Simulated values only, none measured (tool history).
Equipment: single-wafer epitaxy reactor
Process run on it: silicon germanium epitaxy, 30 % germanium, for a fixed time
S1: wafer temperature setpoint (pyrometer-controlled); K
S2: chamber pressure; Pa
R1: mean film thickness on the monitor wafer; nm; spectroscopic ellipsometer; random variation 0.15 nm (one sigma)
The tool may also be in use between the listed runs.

run  hour      S1    S2      R1
  1   0.0  878.15  2493  67.139
  2   6.6  878.15  2080  60.041
  3   9.2  878.15  2440  66.481
  4  17.5  878.15  2866  72.744
  5  22.9  874.15  2866  68.833
  6  24.6  884.15  2866  80.409
  7  32.2  878.15  2853  72.639
  8  39.1  874.15  2853  68.374
  9  46.8  870.15  2853  63.911

Forecast run 10:
 10  55.3  868.15  2853   ?

R1: 62.045 nm
